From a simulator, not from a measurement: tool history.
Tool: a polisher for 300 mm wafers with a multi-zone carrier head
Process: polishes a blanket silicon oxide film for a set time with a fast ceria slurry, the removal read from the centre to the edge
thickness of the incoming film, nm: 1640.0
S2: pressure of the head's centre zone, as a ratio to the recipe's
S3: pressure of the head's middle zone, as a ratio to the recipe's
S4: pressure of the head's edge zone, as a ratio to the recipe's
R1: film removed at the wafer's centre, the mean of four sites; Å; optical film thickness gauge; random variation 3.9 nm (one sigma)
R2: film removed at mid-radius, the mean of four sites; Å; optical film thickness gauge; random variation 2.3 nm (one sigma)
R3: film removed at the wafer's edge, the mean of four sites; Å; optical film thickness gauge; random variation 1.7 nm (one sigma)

Run 1, hour 0.0: flow of slurry (ml/min) 200, S2 1.00, S3 1.00, S4 1.00, polishing time (s) 47. Result: R1 4299.3 Å, R2 4460.8 Å, R3 4359.8 Å.
Run 2, hour 3.8: flow of slurry (ml/min) 200, S2 1.00, S3 1.00, S4 1.06, polishing time (s) 47. Result: R1 4316.6 Å, R2 4454.6 Å, R3 4522.0 Å.
Run 3, hour 4.4: flow of slurry (ml/min) 200, S2 1.00, S3 1.00, S4 1.06, polishing time (s) 43. Result: R1 3998.2 Å, R2 4106.2 Å, R3 4158.3 Å.
Run 4, hour 11.9: flow of slurry (ml/min) 185, S2 1.00, S3 0.95, S4 1.02, polishing time (s) 38. Result: R1 3487.5 Å, R2 3463.9 Å, R3 3569.2 Å.
Run 5, hour 19.0: flow of slurry (ml/min) 185, S2 1.00, S3 0.95, S4 1.09, polishing time (s) 38. Result: R1 3471.1 Å, R2 3472.4 Å, R3 3700.6 Å.
Run 6, hour 20.9: flow of slurry (ml/min) 185, S2 1.07, S3 0.95, S4 1.09, polishing time (s) 38. Result: R1 3699.5 Å, R2 3434.2 Å, R3 3663.4 Å.
Run 7, hour 22.0: flow of slurry (ml/min) 170, S2 1.06, S3 0.92, S4 1.06, polishing time (s) 35. Result: R1 3346.8 Å, R2 3036.8 Å, R3 3289.9 Å.
Run 8, hour 26.5: flow of slurry (ml/min) 160, S2 1.04, S3 0.89, S4 1.02, polishing time (s) 33. Result: R1 3014.2 Å, R2 2763.2 Å, R3 3022.4 Å.

Run 9 comes next. What will it give?
Run 9, hour 35.0: flow of slurry (ml/min) 130, S2 1.03, S3 0.81, S4 0.92, polishing time (s) 30. Result: R1 ?, R2 ?, R3 ?.

Run 9 gave R1 2614.9 Å, R2 2266.1 Å, R3 2531.6 Å.
